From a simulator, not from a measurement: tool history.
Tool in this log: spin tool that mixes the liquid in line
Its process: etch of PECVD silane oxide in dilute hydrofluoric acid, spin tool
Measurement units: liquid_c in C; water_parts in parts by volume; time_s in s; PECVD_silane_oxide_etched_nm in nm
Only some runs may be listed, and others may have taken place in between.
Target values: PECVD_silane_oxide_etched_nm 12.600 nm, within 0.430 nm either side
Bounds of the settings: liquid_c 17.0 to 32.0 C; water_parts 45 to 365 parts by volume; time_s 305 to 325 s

run	hour	liquid_c	water_parts	time_s	PECVD_silane_oxide_etched_nm
1	0.0	24.0	205	305	24.010
2	6.2	23.5	210	305	21.951
3	11.1	23.5	235	305	19.458
4	13.3	23.5	290	305	15.143
5	17.2	23.5	290	305	15.233
6	22.7	23.5	255	305	17.893
7	25.1	23.0	255	305	17.054
8	27.5	22.5	255	305	17.249
9	32.3	22.0	260	305	16.183
10	39.3	21.5	260	305	15.904

Of the 4 settings listed for the next run, only one would bring every result within its allowed miss of target. Which one?
A	46.3	22.0	280	305	?
B	46.3	21.0	310	305	?
C	46.3	22.0	235	325	?
D	46.3	21.5	200	325	?

move	PECVD_silane_oxide_etched_nm
A	14.950
B	12.670
C	19.827
D	23.681
A: nearer the targets than the last run, but a result is still out of spec
B: hits every target within its allowed miss
C: misses by more than the last run did
D: misses by more than the last run did
So the answer is move B, the one that meets all the targets.
